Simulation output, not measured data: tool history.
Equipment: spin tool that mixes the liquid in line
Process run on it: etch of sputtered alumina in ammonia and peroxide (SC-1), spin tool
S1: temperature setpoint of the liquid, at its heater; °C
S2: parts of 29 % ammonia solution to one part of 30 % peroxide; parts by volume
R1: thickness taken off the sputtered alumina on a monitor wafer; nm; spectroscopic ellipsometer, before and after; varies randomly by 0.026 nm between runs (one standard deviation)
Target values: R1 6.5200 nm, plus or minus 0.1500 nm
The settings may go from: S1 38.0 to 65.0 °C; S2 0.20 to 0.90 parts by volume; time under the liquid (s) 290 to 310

{"run": 1, "hour": 0.0, "S1": 49.0, "S2": 0.5, "time under the liquid (s)": 290, "R1": 13.369}
{"run": 2, "hour": 4.5, "S1": 54.5, "S2": 0.5, "time under the liquid (s)": 290, "R1": 18.147}
{"run": 3, "hour": 9.3, "S1": 54.5, "S2": 0.4, "time under the liquid (s)": 290, "R1": 17.748}
{"run": 4, "hour": 13.1, "S1": 51.0, "S2": 0.35, "time under the liquid (s)": 290, "R1": 14.484}
{"run": 5, "hour": 15.0, "S1": 56.0, "S2": 0.35, "time under the liquid (s)": 290, "R1": 19.051}
{"run": 6, "hour": 21.5, "S1": 56.0, "S2": 0.35, "time under the liquid (s)": 290, "R1": 18.905}
{"run": 7, "hour": 25.6, "S1": 48.0, "S2": 0.2, "time under the liquid (s)": 290, "R1": 11.635}
{"run": 8, "hour": 26.7, "S1": 48.0, "S2": 0.2, "time under the liquid (s)": 290, "R1": 11.608}
{"run": 9, "hour": 30.8, "S1": 46.0, "S2": 0.2, "time under the liquid (s)": 290, "R1": 10.348}
{"run": 10, "hour": 37.0, "S1": 44.5, "S2": 0.2, "time under the liquid (s)": 290, "R1": 9.5494}
{"run": 11, "hour": 39.3, "S1": 43.0, "S2": 0.2, "time under the liquid (s)": 290, "R1": 8.7517}
{"run": 12, "hour": 47.4, "S1": 42.0, "S2": 0.2, "time under the liquid (s)": 290, "R1": 8.2384}
{"run": 13, "hour": 56.0, "S1": 41.0, "S2": 0.2, "time under the liquid (s)": 290, "R1": 7.7471}
{"run": 14, "hour": 60.3, "S1": 40.5, "S2": 0.2, "time under the liquid (s)": 290, "R1": 7.4984}
{"run": 15, "hour": 69.2, "S1": 40.0, "S2": 0.2, "time under the liquid (s)": 290, "R1": 7.3803}
{"run": 16, "hour": 76.4, "S1": 39.5, "S2": 0.2, "time under the liquid (s)": 290, "R1": 7.1277}
{"run": 17, "hour": 78.2, "S1": 39.0, "S2": 0.2, "time under the liquid (s)": 290, "R1": 6.8624}
{"run": 18, "hour": 80.4, "S1": 38.5, "S2": 0.2, "time under the liquid (s)": 290, "R1": 6.7526}

Which one of the following 5 next-run settings gets every result inside its allowed miss? There is exactly one.
{"run": "A", "hour": 82.6, "S1": 39.0, "S2": 0.2, "time under the liquid (s)": 300, "R1": "?"}
{"run": "B", "hour": 82.6, "S1": 39.5, "S2": 0.2, "time under the liquid (s)": 290, "R1": "?"}
{"run": "C", "hour": 82.6, "S1": 38.5, "S2": 0.2, "time under the liquid (s)": 295, "R1": "?"}
{"run": "D", "hour": 82.6, "S1": 38.0, "S2": 0.2, "time under the liquid (s)": 310, "R1": "?"}
{"run": "E", "hour": 82.6, "S1": 38.0, "S2": 0.2, "time under the liquid (s)": 290, "R1": "?"}

move=A R1=7.1666
move=B R1=7.1364
move=C R1=6.8403
move=D R1=6.9763
move=E R1=6.5262
A: its largest miss is bigger than the last run's
B: its largest miss is bigger than the last run's
C: its largest miss is bigger than the last run's
D: its largest miss is bigger than the last run's
E: meets every target
The move that meets every target is E.
